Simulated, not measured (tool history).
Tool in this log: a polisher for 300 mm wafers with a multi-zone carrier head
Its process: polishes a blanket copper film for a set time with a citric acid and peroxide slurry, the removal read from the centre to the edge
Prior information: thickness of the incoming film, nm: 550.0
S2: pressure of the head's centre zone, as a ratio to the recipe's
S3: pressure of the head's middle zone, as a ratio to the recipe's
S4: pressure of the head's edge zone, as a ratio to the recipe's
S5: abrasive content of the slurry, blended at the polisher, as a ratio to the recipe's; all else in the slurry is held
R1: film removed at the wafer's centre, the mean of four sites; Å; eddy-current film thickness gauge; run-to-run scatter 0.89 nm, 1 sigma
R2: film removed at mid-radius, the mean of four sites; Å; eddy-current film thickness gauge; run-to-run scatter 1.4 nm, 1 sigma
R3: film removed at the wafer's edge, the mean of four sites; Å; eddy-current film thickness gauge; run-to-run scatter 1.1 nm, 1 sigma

run 1 day=0.000 | flow_of_slurry_(ml/min)=175 S2=1.00 S3=1.00 S4=1.00 S5=1.00 polishing_time_(s)=49 | R1=1311.4 R2=1331.2 R3=1325.9
run 2 day=0.138 | flow_of_slurry_(ml/min)=175 S2=1.00 S3=1.00 S4=1.00 S5=1.00 polishing_time_(s)=59 | R1=1602.2 R2=1601.0 R3=1575.0
run 3 day=0.275 | flow_of_slurry_(ml/min)=200 S2=1.00 S3=1.00 S4=1.00 S5=1.00 polishing_time_(s)=59 | R1=1646.5 R2=1625.6 R3=1625.4
run 4 day=0.458 | flow_of_slurry_(ml/min)=200 S2=1.05 S3=1.00 S4=1.00 S5=1.00 polishing_time_(s)=59 | R1=1713.7 R2=1651.1 R3=1602.6
run 5 day=0.550 | flow_of_slurry_(ml/min)=190 S2=1.03 S3=1.00 S4=0.98 S5=0.90 polishing_time_(s)=56 | R1=1543.2 R2=1496.3 R3=1470.9
run 6 day=0.879 | flow_of_slurry_(ml/min)=190 S2=1.03 S3=1.00 S4=0.98 S5=0.90 polishing_time_(s)=64 | R1=1757.8 R2=1744.7 R3=1681.4
run 7 day=0.962 | flow_of_slurry_(ml/min)=180 S2=1.02 S3=1.00 S4=0.96 S5=0.85 polishing_time_(s)=61 | R1=1659.7 R2=1632.2 R3=1582.8

What does the tool deliver on the next run?
run 8 day=1.133 | flow_of_slurry_(ml/min)=175 S2=1.01 S3=1.01 S4=0.95 S5=0.80 polishing_time_(s)=57 | R1=? R2=? R3=?

R1: 1487.5 Å
R2: 1510.9 Å
R3: 1439.7 Å

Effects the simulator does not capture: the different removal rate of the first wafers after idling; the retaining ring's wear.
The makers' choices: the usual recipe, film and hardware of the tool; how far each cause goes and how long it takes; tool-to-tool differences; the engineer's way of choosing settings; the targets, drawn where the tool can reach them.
